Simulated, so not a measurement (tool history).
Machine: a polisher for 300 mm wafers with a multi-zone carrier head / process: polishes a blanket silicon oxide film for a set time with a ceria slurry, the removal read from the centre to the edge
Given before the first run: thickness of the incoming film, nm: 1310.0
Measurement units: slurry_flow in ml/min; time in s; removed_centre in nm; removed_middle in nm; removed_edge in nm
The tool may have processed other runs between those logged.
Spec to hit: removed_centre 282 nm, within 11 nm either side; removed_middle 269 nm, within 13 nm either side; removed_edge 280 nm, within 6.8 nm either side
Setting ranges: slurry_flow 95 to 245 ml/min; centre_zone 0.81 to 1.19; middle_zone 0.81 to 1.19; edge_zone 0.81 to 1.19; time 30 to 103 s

run,hour,slurry_flow,centre_zone,middle_zone,edge_zone,time,removed_centre,removed_middle,removed_edge
1,0,155,1,1,1,66,340.27,338.22,336.07
2,1.4,150,0.99,0.98,0.98,65,327.95,334.63,324.95
3,8.8,145,0.99,0.96,0.98,63,308.03,317.1,312.29
4,16.5,145,0.99,0.96,0.93,63,312.98,310.24,307.93
5,18.8,140,0.99,0.94,0.91,63,309.55,311.4,302.87
6,27,135,0.99,0.92,0.91,62,299.52,300.13,295.98
7,30.9,130,0.99,0.9,0.91,62,302.2,290.29,292.95
8,36.2,125,0.99,0.89,0.91,62,301.7,280.54,294.76
9,39,120,0.99,0.89,0.9,62,295.77,282.66,283.91
10,44.8,120,0.98,0.88,0.9,62,291.8,271.66,287.64

Pick the move, out of 5, that brings all results within their allowed miss; only one does.
A,50.6,95,0.96,0.87,0.9,68,?,?,?
B,50.6,165,0.88,0.88,0.91,61,?,?,?
C,50.6,140,0.95,0.85,0.86,63,?,?,?
D,50.6,120,0.96,0.88,0.86,61,?,?,?
E,50.6,160,0.97,0.81,0.88,62,?,?,?

move,removed_centre,removed_middle,removed_edge
A,281.79,284.68,302.4
B,274.01,298.67,301.79
C,294.06,289.63,296.94
D,275.41,277.63,279.71
E,305.04,281.82,301.32
A: its largest miss is bigger than the last run's
B: its largest miss is bigger than the last run's
C: its largest miss is bigger than the last run's
D: in spec on every target
E: its largest miss is bigger than the last run's
D meets every target.

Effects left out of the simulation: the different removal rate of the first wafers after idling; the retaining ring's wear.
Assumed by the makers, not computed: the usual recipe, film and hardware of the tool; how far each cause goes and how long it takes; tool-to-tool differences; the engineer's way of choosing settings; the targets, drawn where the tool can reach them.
